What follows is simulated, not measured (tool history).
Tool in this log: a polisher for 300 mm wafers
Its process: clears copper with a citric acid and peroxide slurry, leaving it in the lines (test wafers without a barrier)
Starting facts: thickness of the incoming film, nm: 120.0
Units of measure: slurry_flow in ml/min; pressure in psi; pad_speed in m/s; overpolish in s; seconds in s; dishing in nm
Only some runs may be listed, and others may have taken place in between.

Run 1, hour 0: slurry_flow 165 ml/min, pressure 2 psi, pad_speed 1.04 m/s, slurry_solids 1, overpolish 23 s. Result: seconds 66.006 s, dishing 26.034 nm.
Run 2, hour 8.3: slurry_flow 165 ml/min, pressure 1.8 psi, pad_speed 1.12 m/s, slurry_solids 1, overpolish 19 s. Result: seconds 70.135 s, dishing 21.629 nm.
Run 3, hour 12.1: slurry_flow 170 ml/min, pressure 1.7 psi, pad_speed 1.16 m/s, slurry_solids 1, overpolish 16 s. Result: seconds 70.132 s, dishing 18.082 nm.
Run 4, hour 20.3: slurry_flow 125 ml/min, pressure 1.7 psi, pad_speed 1.16 m/s, slurry_solids 1, overpolish 16 s. Result: seconds 73.073 s, dishing 18.346 nm.
Run 5, hour 28.5: slurry_flow 125 ml/min, pressure 1.5 psi, pad_speed 1.16 m/s, slurry_solids 1, overpolish 16 s. Result: seconds 86.082 s, dishing 15.625 nm.
Run 6, hour 30.6: slurry_flow 125 ml/min, pressure 1.2 psi, pad_speed 1.16 m/s, slurry_solids 1, overpolish 16 s. Result: seconds 104.14 s, dishing 13.049 nm.
Run 7, hour 37.8: slurry_flow 155 ml/min, pressure 1.1 psi, pad_speed 1.26 m/s, slurry_solids 1, overpolish 14 s. Result: seconds 100.19 s, dishing 12.125 nm.
Run 8, hour 42.5: slurry_flow 180 ml/min, pressure 1.1 psi, pad_speed 1.34 m/s, slurry_solids 1.1, overpolish 12 s. Result: seconds 90.407 s, dishing 11.219 nm.
Run 9, hour 50.4: slurry_flow 195 ml/min, pressure 1.1 psi, pad_speed 1.4 m/s, slurry_solids 1.2, overpolish 11 s. Result: seconds 84.604 s, dishing 10.902 nm.
Run 10, hour 51.9: slurry_flow 210 ml/min, pressure 1.1 psi, pad_speed 1.46 m/s, slurry_solids 1.25, overpolish 10 s. Result: seconds 81.544 s, dishing 10.392 nm.
Run 11, hour 59.2: slurry_flow 220 ml/min, pressure 1.1 psi, pad_speed 1.5 m/s, slurry_solids 1.3, overpolish 9 s. Result: seconds 78.218 s, dishing 9.8172 nm.
Run 12, hour 63.2: slurry_flow 225 ml/min, pressure 1.1 psi, pad_speed 1.52 m/s, slurry_solids 1.35, overpolish 9 s. Result: seconds 75.599 s, dishing 10.212 nm.

For run 13, what comes out?
Run 13, hour 68.8: slurry_flow 180 ml/min, pressure 1.6 psi, pad_speed 1.6 m/s, slurry_solids 1.1, overpolish 7 s. Result: seconds ?, dishing ?.

seconds: 53.861 s
dishing: 11.386 nm
